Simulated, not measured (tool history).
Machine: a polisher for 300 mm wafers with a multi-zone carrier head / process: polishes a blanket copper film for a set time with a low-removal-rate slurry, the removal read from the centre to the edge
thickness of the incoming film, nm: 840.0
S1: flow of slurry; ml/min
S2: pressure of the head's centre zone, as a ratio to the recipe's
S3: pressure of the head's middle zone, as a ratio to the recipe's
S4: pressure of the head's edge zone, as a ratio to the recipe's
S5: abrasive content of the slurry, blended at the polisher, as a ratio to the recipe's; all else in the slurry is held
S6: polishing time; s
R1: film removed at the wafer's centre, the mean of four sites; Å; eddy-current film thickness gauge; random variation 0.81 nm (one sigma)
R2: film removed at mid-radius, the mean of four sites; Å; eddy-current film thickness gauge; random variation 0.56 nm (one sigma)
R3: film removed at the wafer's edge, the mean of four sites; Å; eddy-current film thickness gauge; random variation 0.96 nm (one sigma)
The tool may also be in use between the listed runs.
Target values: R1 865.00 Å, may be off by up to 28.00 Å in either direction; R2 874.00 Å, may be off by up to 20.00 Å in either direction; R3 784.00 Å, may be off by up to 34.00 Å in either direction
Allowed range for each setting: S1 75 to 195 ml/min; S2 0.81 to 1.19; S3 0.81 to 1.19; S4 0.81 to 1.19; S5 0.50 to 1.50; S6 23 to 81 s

Run 1, hour 0.0: S1 125 ml/min, S2 1.00, S3 1.00, S4 1.00, S5 1.00, S6 52 s. Result: R1 1146.80 Å, R2 1160.20 Å, R3 1127.00 Å.
Run 2, hour 5.3: S1 120 ml/min, S2 1.00, S3 1.00, S4 0.94, S5 0.85, S6 50 s. Result: R1 1043.40 Å, R2 1052.90 Å, R3 1028.30 Å.
Run 3, hour 6.5: S1 135 ml/min, S2 1.00, S3 1.00, S4 0.94, S5 0.85, S6 50 s. Result: R1 1068.50 Å, R2 1087.10 Å, R3 1037.90 Å.
Run 4, hour 11.6: S1 135 ml/min, S2 0.94, S3 1.00, S4 0.94, S5 0.85, S6 50 s. Result: R1 1027.80 Å, R2 1083.80 Å, R3 1048.90 Å.
Run 5, hour 14.5: S1 130 ml/min, S2 0.98, S3 1.02, S4 0.90, S5 0.75, S6 48 s. Result: R1 979.56 Å, R2 1015.70 Å, R3 930.79 Å.
Run 6, hour 15.3: S1 130 ml/min, S2 0.98, S3 1.07, S4 0.90, S5 0.75, S6 48 s. Result: R1 979.49 Å, R2 1059.90 Å, R3 953.75 Å.
Run 7, hour 21.5: S1 120 ml/min, S2 0.99, S3 1.06, S4 0.87, S5 0.65, S6 47 s. Result: R1 905.99 Å, R2 972.96 Å, R3 869.64 Å.
At hour 26.0: slurry nozzle cleaned.
Run 8, hour 26.0: S1 120 ml/min, S2 0.99, S3 1.06, S4 0.87, S5 0.65, S6 47 s. Result: R1 954.41 Å, R2 1004.50 Å, R3 886.69 Å.
Run 9, hour 29.9: S1 85 ml/min, S2 1.01, S3 1.02, S4 0.81, S5 0.50, S6 46 s. Result: R1 816.67 Å, R2 820.03 Å, R3 744.37 Å.
Run 10, hour 36.1: S1 95 ml/min, S2 1.01, S3 1.02, S4 0.82, S5 0.50, S6 46 s. Result: R1 841.59 Å, R2 842.43 Å, R3 745.40 Å.

Of the 5 settings listed for the next run, only one would bring every result within its allowed miss of target. Which one?
Run A, hour 42.3: S1 140 ml/min, S2 1.06, S3 0.96, S4 0.81, S5 0.50, S6 46 s. Result: R1 ?, R2 ?, R3 ?.
Run B, hour 42.3: S1 100 ml/min, S2 1.01, S3 1.05, S4 0.81, S5 0.50, S6 43 s. Result: R1 ?, R2 ?, R3 ?.
Run C, hour 42.3: S1 110 ml/min, S2 1.08, S3 1.10, S4 0.81, S5 0.50, S6 43 s. Result: R1 ?, R2 ?, R3 ?.
Run D, hour 42.3: S1 120 ml/min, S2 1.04, S3 0.96, S4 0.89, S5 0.65, S6 41 s. Result: R1 ?, R2 ?, R3 ?.
Run E, hour 42.3: S1 105 ml/min, S2 1.02, S3 1.02, S4 0.85, S5 0.55, S6 45 s. Result: R1 ?, R2 ?, R3 ?.

move      R1      R2      R3
   A  946.14  856.80  790.04
   B  787.96  814.74  708.02
   C  860.52  862.46  716.14
   D  863.06  799.63  774.90
   E  864.08  862.02  782.41
A: corrects the largest miss of the last run, while another result sits out of spec
B: misses by more than the last run did
C: corrects the largest miss of the last run, while another result sits out of spec
D: misses by more than the last run did
E: hits every target within its allowed miss
The right move is E.
